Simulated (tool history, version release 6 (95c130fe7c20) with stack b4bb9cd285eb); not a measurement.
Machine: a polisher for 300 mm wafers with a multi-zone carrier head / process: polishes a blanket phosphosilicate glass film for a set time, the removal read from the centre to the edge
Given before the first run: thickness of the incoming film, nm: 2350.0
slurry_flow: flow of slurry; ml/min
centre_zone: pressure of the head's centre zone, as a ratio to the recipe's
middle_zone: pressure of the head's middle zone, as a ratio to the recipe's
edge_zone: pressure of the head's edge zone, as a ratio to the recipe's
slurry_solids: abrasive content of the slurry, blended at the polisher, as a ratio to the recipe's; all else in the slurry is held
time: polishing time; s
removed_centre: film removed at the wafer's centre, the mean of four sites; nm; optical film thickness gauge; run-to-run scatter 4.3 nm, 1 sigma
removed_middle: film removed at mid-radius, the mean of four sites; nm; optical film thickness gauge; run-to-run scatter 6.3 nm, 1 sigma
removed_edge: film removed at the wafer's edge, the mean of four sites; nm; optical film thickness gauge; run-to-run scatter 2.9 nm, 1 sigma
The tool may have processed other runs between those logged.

run 1 day=0.000 | slurry_flow=265 centre_zone=1.00 middle_zone=1.00 edge_zone=1.00 slurry_solids=1.00 time=35 | removed_centre=383.60 removed_middle=380.09 removed_edge=383.30
run 2 day=0.250 | slurry_flow=265 centre_zone=1.00 middle_zone=1.00 edge_zone=1.00 slurry_solids=1.00 time=29 | removed_centre=312.52 removed_middle=314.10 removed_edge=319.31
run 3 day=0.529 | slurry_flow=275 centre_zone=1.01 middle_zone=1.05 edge_zone=1.03 slurry_solids=1.15 time=29 | removed_centre=329.35 removed_middle=346.86 removed_edge=338.31
run 4 day=0.667 | slurry_flow=280 centre_zone=1.02 middle_zone=1.08 edge_zone=1.05 slurry_solids=1.25 time=30 | removed_centre=359.42 removed_middle=374.68 removed_edge=362.72
run 5 day=1.025 | slurry_flow=290 centre_zone=1.02 middle_zone=1.11 edge_zone=1.06 slurry_solids=1.30 time=31 | removed_centre=383.02 removed_middle=410.92 removed_edge=382.98
run 6 day=1.183 | slurry_flow=335 centre_zone=1.02 middle_zone=1.11 edge_zone=1.06 slurry_solids=1.30 time=31 | removed_centre=390.45 removed_middle=413.73 removed_edge=391.31
run 7 day=1.279 | slurry_flow=340 centre_zone=1.02 middle_zone=1.13 edge_zone=1.07 slurry_solids=1.35 time=31 | removed_centre=392.22 removed_middle=428.47 removed_edge=389.72

The next listed run, before its measurement:
run 8 day=1.479 | slurry_flow=340 centre_zone=1.02 middle_zone=1.13 edge_zone=1.07 slurry_solids=1.35 time=31 | removed_centre=? removed_middle=? removed_edge=?

{"run 8": {"removed_centre": 385.32, "removed_middle": 413.71, "removed_edge": 395.58}}
